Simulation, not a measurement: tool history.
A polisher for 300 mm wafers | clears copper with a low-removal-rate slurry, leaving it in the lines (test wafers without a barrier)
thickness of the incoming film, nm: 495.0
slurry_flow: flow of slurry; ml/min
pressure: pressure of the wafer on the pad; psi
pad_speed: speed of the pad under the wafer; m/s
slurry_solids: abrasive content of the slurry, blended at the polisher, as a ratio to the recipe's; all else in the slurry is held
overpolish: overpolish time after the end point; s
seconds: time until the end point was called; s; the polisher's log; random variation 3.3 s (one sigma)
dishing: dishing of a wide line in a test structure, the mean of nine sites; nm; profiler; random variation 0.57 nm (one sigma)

run  hour  slurry_flow  pressure  pad_speed  slurry_solids  overpolish  seconds  dishing
  1   0.0          295       2.8       1.12            1.0          20   142.78   50.162
  2   5.3          295       2.4       1.00            1.0          22   182.60   44.985
  3   8.8          295       2.4       1.00            1.0          17   185.81   34.897
  4  15.8          295       2.4       1.00            1.0          25   181.69   49.404
  5  20.2          295       2.1       0.92            1.0          26   219.53   42.180
  6  28.5          350       2.1       0.92            1.0          26   213.96   44.340
  7  29.6          345       1.9       0.86            1.0          27   248.48   40.890
  8  33.9          345       1.7       0.82            1.0          27   284.06   34.223
  9  41.3          340       1.6       0.80            1.0          28   312.22   33.073
 10  46.0          315       1.6       0.80            1.0          29   307.79   33.548

The next listed run, before its measurement:
 11  47.8          320       1.3       0.72            1.0          30        ?        ?

seconds: 406.51 s
dishing: 27.551 nm

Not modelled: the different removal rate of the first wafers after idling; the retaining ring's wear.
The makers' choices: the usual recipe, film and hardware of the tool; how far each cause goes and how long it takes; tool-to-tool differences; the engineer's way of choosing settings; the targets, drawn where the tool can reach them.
